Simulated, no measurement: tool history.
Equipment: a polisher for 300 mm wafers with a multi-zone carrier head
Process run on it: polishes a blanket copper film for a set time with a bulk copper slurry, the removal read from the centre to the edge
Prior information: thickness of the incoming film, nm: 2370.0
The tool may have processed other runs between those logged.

| run | day | flow of slurry (ml/min) | pressure of the head's centre zone | pressure of the head's middle zone | pressure of the head's edge zone | abrasive content of the slurry | polishing time (s) | film removed at the wafer's centre (nm) | film removed at mid-radius (nm) | film removed at the wafer's edge (nm) |
|---|---|---|---|---|---|---|---|---|---|---|
| 1 | 0 | 210 | 1 | 1 | 1 | 1 | 45 | 371.47 | 356.77 | 344.69 |
| 2 | 0.154 | 210 | 1.01 | 1 | 0.98 | 0.95 | 43 | 348.26 | 345.9 | 319.99 |
| 3 | 0.25 | 210 | 1.01 | 1 | 0.98 | 0.95 | 49 | 391.79 | 394.91 | 368.04 |
| 4 | 0.408 | 210 | 1.01 | 0.93 | 0.98 | 0.95 | 49 | 403.61 | 363.36 | 369.18 |
| 5 | 0.567 | 210 | 1.01 | 0.97 | 0.98 | 0.95 | 49 | 399.01 | 388.61 | 366.58 |
| 6 | 0.704 | 235 | 1.01 | 0.97 | 0.98 | 0.95 | 49 | 408.15 | 389.69 | 371.01 |
| 7 | 0.725 | 235 | 1.01 | 0.96 | 0.97 | 0.9 | 47 | 388.95 | 360.74 | 356.26 |
| 8 | 0.838 | 230 | 1.02 | 0.96 | 0.95 | 0.85 | 45 | 368.47 | 347.07 | 331.95 |

What will run 9 give?
| 9 | 1.171 | 225 | 1.03 | 0.96 | 0.94 | 0.8 | 43 | ? | ? | ? |

{"run 9": {"film removed at the wafer's centre (nm)": 347.91, "film removed at mid-radius (nm)": 332.1, "film removed at the wafer's edge (nm)": 307.49}}
